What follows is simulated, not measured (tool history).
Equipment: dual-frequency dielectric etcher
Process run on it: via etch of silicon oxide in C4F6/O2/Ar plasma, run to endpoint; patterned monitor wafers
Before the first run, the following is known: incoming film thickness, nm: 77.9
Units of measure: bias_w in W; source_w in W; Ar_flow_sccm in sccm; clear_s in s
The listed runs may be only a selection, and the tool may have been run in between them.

Run 1, hour 0.0: bias_w 472 W, source_w 400 W, Ar_flow_sccm 369 sccm. Result: clear_s 17.506 s.
Run 2, hour 2.6: bias_w 516 W, source_w 400 W, Ar_flow_sccm 369 sccm. Result: clear_s 17.199 s.
Run 3, hour 3.4: bias_w 491 W, source_w 380 W, Ar_flow_sccm 375 sccm. Result: clear_s 17.818 s.
Run 4, hour 10.8: bias_w 564 W, source_w 380 W, Ar_flow_sccm 375 sccm. Result: clear_s 17.096 s.
Run 5, hour 17.7: bias_w 639 W, source_w 380 W, Ar_flow_sccm 375 sccm. Result: clear_s 16.355 s.
Run 6, hour 20.0: bias_w 661 W, source_w 380 W, Ar_flow_sccm 375 sccm. Result: clear_s 16.194 s.
Run 7, hour 22.1: bias_w 622 W, source_w 360 W, Ar_flow_sccm 381 sccm. Result: clear_s 16.953 s.
Run 8, hour 26.3: bias_w 588 W, source_w 340 W, Ar_flow_sccm 384 sccm. Result: clear_s 17.515 s.
Run 9, hour 30.9: bias_w 559 W, source_w 320 W, Ar_flow_sccm 388 sccm. Result: clear_s 18.276 s.
Run 10, hour 36.4: bias_w 538 W, source_w 310 W, Ar_flow_sccm 390 sccm. Result: clear_s 18.684 s.
Run 11, hour 40.0: bias_w 521 W, source_w 300 W, Ar_flow_sccm 392 sccm. Result: clear_s 19.330 s.
Run 12, hour 43.5: bias_w 510 W, source_w 300 W, Ar_flow_sccm 393 sccm. Result: clear_s 19.294 s.
Run 13, hour 51.6: bias_w 499 W, source_w 290 W, Ar_flow_sccm 394 sccm. Result: clear_s 19.626 s.

What will run 14 give?
Run 14, hour 54.0: bias_w 491 W, source_w 290 W, Ar_flow_sccm 395 sccm. Result: clear_s ?.

{"run 14": {"clear_s": 19.835}}
